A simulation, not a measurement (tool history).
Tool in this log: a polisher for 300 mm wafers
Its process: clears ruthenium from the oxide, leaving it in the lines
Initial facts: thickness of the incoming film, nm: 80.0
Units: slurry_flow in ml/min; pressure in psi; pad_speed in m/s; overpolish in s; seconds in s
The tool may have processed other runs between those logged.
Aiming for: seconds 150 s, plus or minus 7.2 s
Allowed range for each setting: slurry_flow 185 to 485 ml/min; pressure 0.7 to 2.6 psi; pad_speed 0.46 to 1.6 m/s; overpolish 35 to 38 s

run,day,slurry_flow,pressure,pad_speed,overpolish,seconds
1,0,310,1.6,1.02,35,105.76
2,0.054,310,1.5,1.02,35,111.89
3,0.104,260,1.5,1.02,35,111.51
4,0.404,260,1.4,1.02,35,122.85
5,0.696,260,1.4,1.26,35,102.6
6,1.004,260,1.3,1.26,35,112.86
7,1.108,260,1.2,1.26,35,118.96
8,1.288,260,1.1,1.26,35,128.22
9,1.442,260,1,1.26,35,138.29

Which of these 5 next moves meets every target?
A,1.596,290,1.1,1.18,35,?
B,1.596,280,1.1,1.04,35,?
C,1.596,270,1.1,1.22,35,?
D,1.596,245,1,1.28,35,?
E,1.596,335,1,1.34,35,?

move,seconds
A,136.92
B,152.4
C,133.69
D,141.42
E,133.52
A: further off than the last run
B: all results land within tolerance of their targets
C: further off than the last run
D: nearer the targets than the last run, but a result is still out of spec
E: further off than the last run
Move B is the one to make.
